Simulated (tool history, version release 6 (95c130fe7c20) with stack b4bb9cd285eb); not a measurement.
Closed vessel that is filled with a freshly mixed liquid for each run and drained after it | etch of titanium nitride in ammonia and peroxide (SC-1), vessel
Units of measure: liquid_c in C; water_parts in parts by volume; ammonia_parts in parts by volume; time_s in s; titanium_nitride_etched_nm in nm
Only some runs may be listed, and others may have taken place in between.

Run 1, day 0: liquid_c 61 C, water_parts 9 parts by volume, ammonia_parts 1 parts by volume, time_s 35 s. Result: titanium_nitride_etched_nm 6.501 nm.
Run 2, day 0.275: liquid_c 59.5 C, water_parts 9 parts by volume, ammonia_parts 1 parts by volume, time_s 35 s. Result: titanium_nitride_etched_nm 5.9545 nm.
Run 3, day 0.4: liquid_c 53 C, water_parts 9 parts by volume, ammonia_parts 1 parts by volume, time_s 35 s. Result: titanium_nitride_etched_nm 3.8356 nm.
Run 4, day 0.675: liquid_c 53 C, water_parts 9 parts by volume, ammonia_parts 0.65 parts by volume, time_s 35 s. Result: titanium_nitride_etched_nm 3.5693 nm.
Run 5, day 0.875: liquid_c 53.5 C, water_parts 9 parts by volume, ammonia_parts 0.65 parts by volume, time_s 35 s. Result: titanium_nitride_etched_nm 3.7234 nm.
Run 6, day 1.229: liquid_c 54 C, water_parts 9 parts by volume, ammonia_parts 0.65 parts by volume, time_s 35 s. Result: titanium_nitride_etched_nm 3.8771 nm.
Run 7, day 1.271: liquid_c 54.5 C, water_parts 9 parts by volume, ammonia_parts 0.65 parts by volume, time_s 35 s. Result: titanium_nitride_etched_nm 3.9688 nm.

Forecast run 8:
Run 8, day 1.479: liquid_c 54.5 C, water_parts 9 parts by volume, ammonia_parts 0.65 parts by volume, time_s 35 s. Result: titanium_nitride_etched_nm ?.

{"run 8": {"titanium_nitride_etched_nm": 3.9419}}
